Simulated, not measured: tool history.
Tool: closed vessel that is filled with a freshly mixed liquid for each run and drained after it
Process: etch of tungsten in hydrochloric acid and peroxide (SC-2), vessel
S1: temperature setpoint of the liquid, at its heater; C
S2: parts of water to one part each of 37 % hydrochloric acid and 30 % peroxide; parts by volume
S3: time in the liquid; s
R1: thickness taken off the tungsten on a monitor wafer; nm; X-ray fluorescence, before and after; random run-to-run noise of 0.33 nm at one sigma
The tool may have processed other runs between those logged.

Run 1, day 0.000: S1 45.0 C, S2 11 parts by volume, S3 330 s. Result: R1 80.293 nm.
Run 2, day 0.321: S1 45.0 C, S2 13 parts by volume, S3 330 s. Result: R1 67.956 nm.
Run 3, day 0.704: S1 44.0 C, S2 13 parts by volume, S3 330 s. Result: R1 64.373 nm.
Run 4, day 0.879: S1 47.5 C, S2 13 parts by volume, S3 330 s. Result: R1 81.267 nm.
Run 5, day 1.142: S1 47.5 C, S2 13 parts by volume, S3 330 s. Result: R1 82.521 nm.
Run 6, day 1.500: S1 50.5 C, S2 13 parts by volume, S3 330 s. Result: R1 100.550 nm.
Run 7, day 1.688: S1 48.0 C, S2 13 parts by volume, S3 330 s. Result: R1 84.876 nm.
Run 8, day 2.075: S1 46.0 C, S2 13 parts by volume, S3 330 s. Result: R1 73.756 nm.
Run 9, day 2.358: S1 45.0 C, S2 13 parts by volume, S3 330 s. Result: R1 68.743 nm.
Run 10, day 2.629: S1 44.0 C, S2 13 parts by volume, S3 330 s. Result: R1 63.662 nm.
Run 11, day 2.883: S1 43.5 C, S2 13 parts by volume, S3 330 s. Result: R1 62.222 nm.

Predict the results of run 12:
Run 12, day 3.067: S1 43.0 C, S2 13 parts by volume, S3 330 s. Result: R1 ?.

Run 12 gave R1 59.831 nm.
